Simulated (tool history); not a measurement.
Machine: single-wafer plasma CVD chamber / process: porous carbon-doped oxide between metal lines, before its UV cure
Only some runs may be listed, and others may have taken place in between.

run  hour  heater temperature setpoint (deg C)  RF power (W)  deposition time (s)  mean film thickness on the monitor wafer (angstrom)
  1     0                                  300           665                 53.4                                               3113.9
  2   1.9                                  304           665                 53.4                                               3084.4
  3   2.7                                  308           635                 53.4                                               2895.8
  4  11.6                                  308           635                 53.4                                               2895.6
  5  15.1                                  312           630                 53.4                                               2847.1
  6    17                                  312           630                 55.2                                               2925.2
  7  24.2                                  315           615                 55.1                                               2810.6

Forecast run 8:
  8  27.3                                  317           610                 55.1                                                    ?

Run 8 produced mean film thickness on the monitor wafer (angstrom) 2751.3.
